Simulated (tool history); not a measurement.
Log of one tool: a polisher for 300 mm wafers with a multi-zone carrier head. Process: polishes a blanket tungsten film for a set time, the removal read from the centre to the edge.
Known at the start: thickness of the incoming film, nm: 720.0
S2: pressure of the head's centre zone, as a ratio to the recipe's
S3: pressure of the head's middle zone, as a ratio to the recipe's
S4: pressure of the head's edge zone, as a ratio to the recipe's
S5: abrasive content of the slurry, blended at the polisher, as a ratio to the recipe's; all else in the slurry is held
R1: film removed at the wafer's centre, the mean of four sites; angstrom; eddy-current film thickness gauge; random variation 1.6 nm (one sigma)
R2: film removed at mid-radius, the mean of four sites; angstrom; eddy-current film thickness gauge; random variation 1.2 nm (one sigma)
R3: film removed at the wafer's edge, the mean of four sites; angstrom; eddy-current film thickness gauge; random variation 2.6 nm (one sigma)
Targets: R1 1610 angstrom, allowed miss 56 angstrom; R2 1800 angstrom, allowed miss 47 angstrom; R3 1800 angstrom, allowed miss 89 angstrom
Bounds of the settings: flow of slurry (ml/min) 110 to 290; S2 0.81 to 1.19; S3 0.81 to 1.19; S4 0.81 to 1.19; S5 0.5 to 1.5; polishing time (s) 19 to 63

run 1 hour=0 | flow_of_slurry_(ml/min)=185 S2=1 S3=1 S4=1 S5=1 polishing_time_(s)=41 | R1=2576.3 R2=2534.3 R3=2495.6
run 2 hour=4.1 | flow_of_slurry_(ml/min)=185 S2=1 S3=0.95 S4=1 S5=1 polishing_time_(s)=41 | R1=2519.3 R2=2407.8 R3=2519
run 3 hour=9.5 | flow_of_slurry_(ml/min)=185 S2=1.08 S3=0.95 S4=1 S5=1 polishing_time_(s)=41 | R1=2780.5 R2=2477 R3=2471.7
run 4 hour=13.3 | flow_of_slurry_(ml/min)=175 S2=1.01 S3=0.96 S4=0.96 S5=0.85 polishing_time_(s)=39 | R1=2354.9 R2=2214.9 R3=2232.4
run 5 hour=19.9 | flow_of_slurry_(ml/min)=165 S2=0.95 S3=0.97 S4=0.93 S5=0.75 polishing_time_(s)=38 | R1=2099.4 R2=2123.2 R3=2069.8
run 6 hour=22.6 | flow_of_slurry_(ml/min)=155 S2=0.91 S3=0.96 S4=0.92 S5=0.7 polishing_time_(s)=38 | R1=1993.3 R2=2048.3 R3=2057.6
run 7 hour=28.3 | flow_of_slurry_(ml/min)=150 S2=0.88 S3=0.96 S4=0.91 S5=0.65 polishing_time_(s)=37 | R1=1828.2 R2=1957.4 R3=1986.8
run 8 hour=31 | flow_of_slurry_(ml/min)=145 S2=0.86 S3=0.96 S4=0.89 S5=0.6 polishing_time_(s)=37 | R1=1759 R2=1926.8 R3=1901.1
run 9 hour=38.7 | flow_of_slurry_(ml/min)=140 S2=0.85 S3=0.95 S4=0.88 S5=0.6 polishing_time_(s)=37 | R1=1758.1 R2=1916.8 R3=1884.9
run 10 hour=42.6 | flow_of_slurry_(ml/min)=135 S2=0.84 S3=0.95 S4=0.88 S5=0.55 polishing_time_(s)=37 | R1=1672.5 R2=1852.2 R3=1824.2
run 11 hour=49.3 | flow_of_slurry_(ml/min)=130 S2=0.84 S3=0.95 S4=0.88 S5=0.55 polishing_time_(s)=37 | R1=1688 R2=1860 R3=1814.5

4 next moves are on the table. One of them brings every result within its allowed miss. Which?
run A hour=56 | flow_of_slurry_(ml/min)=130 S2=0.94 S3=0.89 S4=0.88 S5=0.55 polishing_time_(s)=37 | R1=? R2=? R3=?
run B hour=56 | flow_of_slurry_(ml/min)=110 S2=0.96 S3=0.96 S4=0.86 S5=0.5 polishing_time_(s)=37 | R1=? R2=? R3=?
run C hour=56 | flow_of_slurry_(ml/min)=120 S2=0.85 S3=0.97 S4=0.92 S5=0.75 polishing_time_(s)=34 | R1=? R2=? R3=?
run D hour=56 | flow_of_slurry_(ml/min)=110 S2=0.96 S3=1.07 S4=0.81 S5=0.55 polishing_time_(s)=36 | R1=? R2=? R3=?

move=A R1=1792.9 R2=1738 R3=1842.3
move=B R1=1735.9 R2=1768.6 R3=1755.7
move=C R1=1609.5 R2=1813.6 R3=1825.5
move=D R1=1724.4 R2=1924.3 R3=1700.3
A: further off than the last run
B: further off than the last run
C: meets every target
D: further off than the last run
Answer: C
